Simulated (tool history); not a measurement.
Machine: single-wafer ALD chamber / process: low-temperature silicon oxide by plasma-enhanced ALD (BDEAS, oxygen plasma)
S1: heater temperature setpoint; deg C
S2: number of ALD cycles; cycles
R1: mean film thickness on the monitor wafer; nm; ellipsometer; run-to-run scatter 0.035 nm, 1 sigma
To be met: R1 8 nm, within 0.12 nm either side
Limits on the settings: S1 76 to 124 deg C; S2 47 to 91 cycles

run 1 hour=0 | S1=100 S2=69 | R1=9.9136
run 2 hour=7.6 | S1=104 S2=65 | R1=9.2899
run 3 hour=13.7 | S1=94 S2=65 | R1=9.5013
run 4 hour=20 | S1=94 S2=72 | R1=10.465
run 5 hour=28.2 | S1=94 S2=76 | R1=11.041
run 6 hour=29.4 | S1=99 S2=70 | R1=10.121
run 7 hour=38 | S1=101 S2=65 | R1=9.3452
run 8 hour=44.6 | S1=104 S2=62 | R1=8.8189
run 9 hour=50.4 | S1=107 S2=61 | R1=8.7118
run 10 hour=55.4 | S1=109 S2=60 | R1=8.4936
run 11 hour=57 | S1=112 S2=59 | R1=8.3766
-- hour=60.3 thermocouple changed; heater temperature recalibrated
run 12 hour=60.3 | S1=113 S2=58 | R1=8.2835

Consider the 5 candidate settings below. Which is the only one whose results all fall within their allowed miss of target?
run A hour=63.6 | S1=118 S2=54 | R1=?
run B hour=63.6 | S1=103 S2=60 | R1=?
run C hour=63.6 | S1=115 S2=56 | R1=?
run D hour=63.6 | S1=109 S2=59 | R1=?
run E hour=63.6 | S1=112 S2=61 | R1=?

move=A R1=7.6246
move=B R1=8.6796
move=C R1=7.9457
move=D R1=8.4532
move=E R1=8.6974
A: the result that was furthest off in the last run now lies on the other side of its target
B: lands further from the targets than the last run did
C: hits every target within its allowed miss
D: lands further from the targets than the last run did
E: lands further from the targets than the last run did
C meets every target.
